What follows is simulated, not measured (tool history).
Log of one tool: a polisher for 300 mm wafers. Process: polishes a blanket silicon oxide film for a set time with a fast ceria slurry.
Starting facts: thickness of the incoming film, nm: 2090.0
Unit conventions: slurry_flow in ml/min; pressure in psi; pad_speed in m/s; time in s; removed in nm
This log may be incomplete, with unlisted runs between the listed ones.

run,hour,slurry_flow,pressure,pad_speed,time,removed
1,0,140,3,0.96,60,1171
2,8.3,140,3,0.96,63,1231.3
3,16.5,135,2.6,0.96,63,1062.6
4,19.3,130,2.4,0.96,63,983.29
5,21.1,125,2.2,0.96,63,891.55
6,29.1,125,1.9,0.96,63,768.35

Run 7 comes next. What will it give?
7,37.2,120,1.9,0.96,63,?

removed: 783.91 nm

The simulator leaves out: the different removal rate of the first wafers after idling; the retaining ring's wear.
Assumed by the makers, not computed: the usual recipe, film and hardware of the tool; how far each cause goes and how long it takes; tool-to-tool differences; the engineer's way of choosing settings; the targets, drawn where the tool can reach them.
